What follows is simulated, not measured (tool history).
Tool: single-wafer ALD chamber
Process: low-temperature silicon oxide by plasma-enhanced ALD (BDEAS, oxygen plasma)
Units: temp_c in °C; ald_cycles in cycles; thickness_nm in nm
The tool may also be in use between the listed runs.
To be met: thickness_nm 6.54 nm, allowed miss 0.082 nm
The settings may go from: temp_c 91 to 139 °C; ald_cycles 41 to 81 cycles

run    day  temp_c  ald_cycles  thickness_nm
  1      0     115          61        8.7459
  2  0.279     107          61        8.8629
  3  0.538     107          67        9.7605
  4  0.604     110          61        8.8331
  5  0.788     113          56         8.058
  6  0.817     116          53         7.604
  7  1.138     119          51        7.2837
  8  1.167     119          51        7.2467
  9  1.296     122          50         7.093
 10  1.612     125          49        6.9056
 11  1.938     128          49        6.8485

5 next moves are on the table. One of them brings every result within its allowed miss. Which?
  A  2.262     116          47             ?
  B  2.262     133          52             ?
  C  2.262     126          45             ?
  D  2.262     126          48             ?
  E  2.262     132          47             ?

move  thickness_nm
   A        6.7368
   B        7.2339
   C        6.3383
   D        6.7609
   E          6.55
A: nearer than the last run, and not there yet
B: further off than the last run
C: takes the result that was furthest off past its target
D: nearer than the last run, and not there yet
E: meets every target
The right move is E.
